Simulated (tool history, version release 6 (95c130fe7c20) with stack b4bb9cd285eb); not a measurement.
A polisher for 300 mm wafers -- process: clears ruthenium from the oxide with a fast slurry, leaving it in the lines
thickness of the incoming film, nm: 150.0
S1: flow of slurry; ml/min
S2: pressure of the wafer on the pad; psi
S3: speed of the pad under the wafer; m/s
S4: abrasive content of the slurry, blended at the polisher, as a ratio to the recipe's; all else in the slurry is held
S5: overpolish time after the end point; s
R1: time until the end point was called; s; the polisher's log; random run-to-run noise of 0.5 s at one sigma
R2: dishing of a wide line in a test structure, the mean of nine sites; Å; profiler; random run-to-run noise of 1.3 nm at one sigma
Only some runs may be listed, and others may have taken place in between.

run  hour   S1   S2    S3  S4  S5      R1      R2
  1     0  285  1.7  0.88   1  26  55.262  559.73
  2   6.9  285  1.7  0.88   1  34  56.103  688.44
  3   9.1  285  1.7  0.68   1  34  72.993  565.25
  4  16.2  285  1.8  0.68   1  35  67.632  604.56
  5  21.9  285  1.9  0.68   1  36  64.046  655.36
  6  23.7  285    2  0.68   1  37  60.767  691.77
  7  30.4  285    2  0.68   1  38  61.038  706.18

Expected results for the next run?
  8  33.2  285  2.1  0.68   1  39   ?   ?

R1: 58.971 s
R2: 750.14 Å

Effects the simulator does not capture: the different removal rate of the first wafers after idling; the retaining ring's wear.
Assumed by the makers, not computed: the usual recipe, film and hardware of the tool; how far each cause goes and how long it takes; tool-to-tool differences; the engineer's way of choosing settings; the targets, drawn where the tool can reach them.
